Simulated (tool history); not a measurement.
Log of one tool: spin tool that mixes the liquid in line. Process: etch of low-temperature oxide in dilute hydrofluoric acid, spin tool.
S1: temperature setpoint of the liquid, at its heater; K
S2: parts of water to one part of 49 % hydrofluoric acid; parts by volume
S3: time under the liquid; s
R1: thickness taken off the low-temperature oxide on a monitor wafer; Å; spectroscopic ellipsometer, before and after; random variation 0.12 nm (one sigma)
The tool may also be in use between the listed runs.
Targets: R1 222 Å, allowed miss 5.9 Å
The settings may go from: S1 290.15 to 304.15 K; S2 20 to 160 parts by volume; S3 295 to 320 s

run	hour	S1	S2	S3	R1
1	0	296.15	90	295	336.69
2	0.9	294.65	90	295	313.62
3	8.9	293.65	95	295	285.41
4	17.9	291.65	95	295	266.41
5	26.9	291.15	100	295	242.07
6	34.7	291.15	80	295	309.33
7	42.9	290.65	85	295	286.95
8	43.6	290.65	90	295	267.53
9	46.3	290.65	95	295	250.92
10	50.9	290.15	100	295	232.95

Which of these 4 next moves meets every target?
A	55.5	291.15	105	305	?
B	55.5	290.15	110	295	?
C	55.5	290.15	110	315	?
D	55.5	290.15	95	295	?

move	R1
A	235.24
B	207.21
C	221.26
D	243.68
A: further off than the last run
B: takes the result that was furthest off past its target
C: meets every target
D: further off than the last run
Move C is the one to make.
